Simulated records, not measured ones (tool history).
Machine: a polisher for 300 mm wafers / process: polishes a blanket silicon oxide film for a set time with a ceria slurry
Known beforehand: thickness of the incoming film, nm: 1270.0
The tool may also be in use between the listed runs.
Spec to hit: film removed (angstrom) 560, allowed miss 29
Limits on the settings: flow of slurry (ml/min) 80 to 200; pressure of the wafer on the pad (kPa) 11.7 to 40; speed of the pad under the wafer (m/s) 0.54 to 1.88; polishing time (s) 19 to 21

run,day,flow of slurry (ml/min),pressure of the wafer on the pad (kPa),speed of the pad under the wafer (m/s),polishing time (s),film removed (angstrom)
1,0,130,25.5,1.2,21,1405.9
2,0.196,145,25.5,1.2,21,1474.7
3,0.321,140,22.8,1.14,21,1221.7
4,0.504,135,20.7,1.08,21,1089.3
5,0.85,135,20.7,0.98,21,973.86
# day 0.929: head pressure recalibrated
6,0.929,135,19.3,0.94,21,982.44
7,1.288,100,12.4,0.6,19,388.62
8,1.329,110,13.1,0.6,19,413.39
9,1.367,120,13.8,0.6,19,424.45
10,1.483,120,14.5,0.6,19,457.09
11,1.746,125,14.5,0.6,19,456.58
12,1.833,130,15.2,0.6,19,469.36
13,2.125,135,15.9,0.6,19,500.57
14,2.158,140,15.9,0.6,19,493.67
15,2.196,140,16.5,0.6,19,511.7

Which single option among these 4 for the next run brings every result within its allowed miss of target? Just one does.
A,2.233,135,20.7,0.62,19,?
B,2.233,115,13.1,0.76,19,?
C,2.233,125,16.5,0.62,20,?
D,2.233,155,15.2,0.6,19,?

move,film removed (angstrom)
A,635.81
B,521.01
C,550.54
D,487.86
A: takes the biggest miss from the last run beyond its target
B: gains on the last run, yet a result remains outside its allowed miss
C: every result lands within tolerance
D: lands further from the targets than the last run did
Go with C: it meets all targets.
